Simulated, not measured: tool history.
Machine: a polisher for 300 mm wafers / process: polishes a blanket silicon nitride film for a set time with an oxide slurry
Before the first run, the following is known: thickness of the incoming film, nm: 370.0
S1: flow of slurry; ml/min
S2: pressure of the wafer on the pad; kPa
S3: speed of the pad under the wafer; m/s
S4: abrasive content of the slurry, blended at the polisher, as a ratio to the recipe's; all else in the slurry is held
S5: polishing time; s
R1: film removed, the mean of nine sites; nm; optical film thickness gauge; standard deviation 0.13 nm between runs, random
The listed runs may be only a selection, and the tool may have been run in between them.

Run 1, day 0.000: S1 185 ml/min, S2 17.2 kPa, S3 1.28 m/s, S4 1.00, S5 40 s. Result: R1 24.923 nm.
Run 2, day 0.242: S1 185 ml/min, S2 17.2 kPa, S3 1.28 m/s, S4 1.00, S5 40 s. Result: R1 25.477 nm.
Run 3, day 0.396: S1 185 ml/min, S2 13.1 kPa, S3 1.28 m/s, S4 1.00, S5 40 s. Result: R1 20.944 nm.
Run 4, day 0.525: S1 185 ml/min, S2 13.1 kPa, S3 1.28 m/s, S4 1.10, S5 40 s. Result: R1 21.954 nm.
Run 5, day 0.583: S1 185 ml/min, S2 12.4 kPa, S3 1.22 m/s, S4 1.10, S5 40 s. Result: R1 20.231 nm.
Run 6, day 0.846: S1 185 ml/min, S2 11.7 kPa, S3 1.16 m/s, S4 1.10, S5 40 s. Result: R1 18.804 nm.
Run 7, day 1.208: S1 185 ml/min, S2 11.0 kPa, S3 1.12 m/s, S4 1.10, S5 40 s. Result: R1 17.955 nm.

Run 8 comes next. What will it give?
Run 8, day 1.321: S1 180 ml/min, S2 7.6 kPa, S3 0.76 m/s, S4 1.05, S5 40 s. Result: R1 ?.

{"run 8": {"R1": 10.884}}

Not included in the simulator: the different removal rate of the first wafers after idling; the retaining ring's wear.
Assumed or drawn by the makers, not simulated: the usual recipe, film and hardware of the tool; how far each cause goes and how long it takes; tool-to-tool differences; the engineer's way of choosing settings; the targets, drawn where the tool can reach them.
